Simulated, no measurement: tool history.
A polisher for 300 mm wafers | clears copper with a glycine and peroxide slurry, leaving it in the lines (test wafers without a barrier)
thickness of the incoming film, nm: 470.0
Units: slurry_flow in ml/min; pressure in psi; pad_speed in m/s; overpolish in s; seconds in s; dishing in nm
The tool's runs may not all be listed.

run,hour,slurry_flow,pressure,pad_speed,overpolish,seconds,dishing
1,0,235,2.9,1.02,15,109.15,49.771
2,3.2,235,3.1,1.02,16,106.09,54.332
3,5.1,235,3.4,1.02,17,98.936,63.558
4,9.6,235,3.6,1.02,17,94.069,64.623
5,12.9,235,2.9,1.02,17,111.85,57.023
6,20.4,235,3.2,1.02,18,104.66,62.796
7,21.8,235,3.4,1.02,18,96.945,63.935
8,29.7,235,3.5,1.02,19,93.879,69.222

The next listed run, before its measurement:
9,32.9,235,3.6,1.02,20,?,?

Run 9 gave seconds 93.433 s, dishing 73.393 nm.
